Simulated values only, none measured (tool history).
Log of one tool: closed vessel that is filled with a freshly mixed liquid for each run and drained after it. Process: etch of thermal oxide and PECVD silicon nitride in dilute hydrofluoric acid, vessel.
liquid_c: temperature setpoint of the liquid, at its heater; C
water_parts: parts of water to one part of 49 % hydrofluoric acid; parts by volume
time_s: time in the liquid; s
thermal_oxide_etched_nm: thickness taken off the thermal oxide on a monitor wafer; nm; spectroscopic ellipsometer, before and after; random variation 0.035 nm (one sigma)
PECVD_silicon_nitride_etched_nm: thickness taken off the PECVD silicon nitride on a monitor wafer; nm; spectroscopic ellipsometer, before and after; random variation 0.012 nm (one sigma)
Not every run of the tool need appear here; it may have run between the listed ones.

run	hour	liquid_c	water_parts	time_s	thermal_oxide_etched_nm	PECVD_silicon_nitride_etched_nm
1	0.0	24.0	85	165	8.6037	4.4067
2	7.5	25.5	85	165	9.0193	4.8187
3	11.6	25.5	85	110	6.1052	3.2262
4	18.2	25.0	90	110	5.5196	2.9424
5	24.4	24.5	95	110	5.1091	2.6972
6	31.8	24.0	95	110	5.1085	2.6051
7	36.6	24.0	100	110	4.8345	2.4643

Run 8, settings as shown, results not yet in. Your forecast:
8	43.1	23.5	110	110	?	?

{"run 8": {"thermal_oxide_etched_nm": 4.2079, "PECVD_silicon_nitride_etched_nm": 2.1745}}
